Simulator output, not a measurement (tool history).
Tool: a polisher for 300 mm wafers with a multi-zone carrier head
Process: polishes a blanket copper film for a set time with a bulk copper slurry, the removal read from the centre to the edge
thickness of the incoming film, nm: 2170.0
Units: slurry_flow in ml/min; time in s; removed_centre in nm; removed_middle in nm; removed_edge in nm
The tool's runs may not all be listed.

run 1 hour=0 | slurry_flow=165 centre_zone=1 middle_zone=1 edge_zone=1 slurry_solids=1 time=46 | removed_centre=515.73 removed_middle=528.39 removed_edge=501.93
run 2 hour=5 | slurry_flow=145 centre_zone=1 middle_zone=1 edge_zone=1 slurry_solids=1 time=46 | removed_centre=495.35 removed_middle=518.62 removed_edge=491.86
run 3 hour=13.6 | slurry_flow=145 centre_zone=0.93 middle_zone=1 edge_zone=1 slurry_solids=1 time=46 | removed_centre=458.28 removed_middle=517.47 removed_edge=501.28
run 4 hour=15.2 | slurry_flow=145 centre_zone=0.99 middle_zone=1 edge_zone=1 slurry_solids=1 time=46 | removed_centre=498.41 removed_middle=531 removed_edge=490.22
run 5 hour=23.1 | slurry_flow=165 centre_zone=1.02 middle_zone=1.03 edge_zone=1.04 slurry_solids=1.15 time=50 | removed_centre=587.34 removed_middle=620.22 removed_edge=584.51
run 6 hour=23.7 | slurry_flow=165 centre_zone=1.02 middle_zone=1.03 edge_zone=1.04 slurry_solids=1.25 time=50 | removed_centre=597.87 removed_middle=622.01 removed_edge=595.31
run 7 hour=32.1 | slurry_flow=180 centre_zone=1.06 middle_zone=1.07 edge_zone=1.07 slurry_solids=1.3 time=52 | removed_centre=674.24 removed_middle=695.03 removed_edge=648.86
run 8 hour=40.3 | slurry_flow=190 centre_zone=1.08 middle_zone=1.1 edge_zone=1.09 slurry_solids=1.35 time=53 | removed_centre=706.58 removed_middle=740.93 removed_edge=670.85
run 9 hour=41.8 | slurry_flow=200 centre_zone=1.1 middle_zone=1.11 edge_zone=1.11 slurry_solids=1.4 time=55 | removed_centre=756.93 removed_middle=788.71 removed_edge=713.91
run 10 hour=44.1 | slurry_flow=205 centre_zone=1.12 middle_zone=1.12 edge_zone=1.12 slurry_solids=1.45 time=56 | removed_centre=791.31 removed_middle=801.27 removed_edge=729.84
run 11 hour=48.6 | slurry_flow=210 centre_zone=1.13 middle_zone=1.13 edge_zone=1.13 slurry_solids=1.45 time=57 | removed_centre=827.48 removed_middle=838.53 removed_edge=758.8
run 12 hour=56.3 | slurry_flow=215 centre_zone=1.14 middle_zone=1.14 edge_zone=1.14 slurry_solids=1.45 time=57 | removed_centre=857.12 removed_middle=850.19 removed_edge=767.3
run 13 hour=58.5 | slurry_flow=220 centre_zone=1.14 middle_zone=1.15 edge_zone=1.15 slurry_solids=1.45 time=57 | removed_centre=849.71 removed_middle=854.62 removed_edge=769.76
run 14 hour=66.6 | slurry_flow=225 centre_zone=1.14 middle_zone=1.16 edge_zone=1.16 slurry_solids=1.45 time=57 | removed_centre=844.22 removed_middle=848.2 removed_edge=788.09
-- hour=74.7 worn pad replaced by a new one
run 15 hour=74.7 | slurry_flow=225 centre_zone=1.14 middle_zone=1.16 edge_zone=1.16 slurry_solids=1.45 time=57 | removed_centre=934.62 removed_middle=964.94 removed_edge=862.42
run 16 hour=80.7 | slurry_flow=220 centre_zone=1.14 middle_zone=1.16 edge_zone=1.16 slurry_solids=1.45 time=57 | removed_centre=932.21 removed_middle=949.61 removed_edge=859.59
run 17 hour=88.2 | slurry_flow=225 centre_zone=1.14 middle_zone=1.16 edge_zone=1.16 slurry_solids=1.45 time=57 | removed_centre=943.26 removed_middle=948.93 removed_edge=849.79
run 18 hour=90.2 | slurry_flow=220 centre_zone=1.14 middle_zone=1.16 edge_zone=1.16 slurry_solids=1.45 time=57 | removed_centre=948.09 removed_middle=949.74 removed_edge=856.1
run 19 hour=92.6 | slurry_flow=225 centre_zone=1.14 middle_zone=1.16 edge_zone=1.16 slurry_solids=1.45 time=57 | removed_centre=928.32 removed_middle=962.23 removed_edge=853.6

Forecast run 20:
run 20 hour=96.9 | slurry_flow=220 centre_zone=1.14 middle_zone=1.16 edge_zone=1.16 slurry_solids=1.45 time=57 | removed_centre=? removed_middle=? removed_edge=?

{"run 20": {"removed_centre": 944.51, "removed_middle": 964.8, "removed_edge": 849.8}}
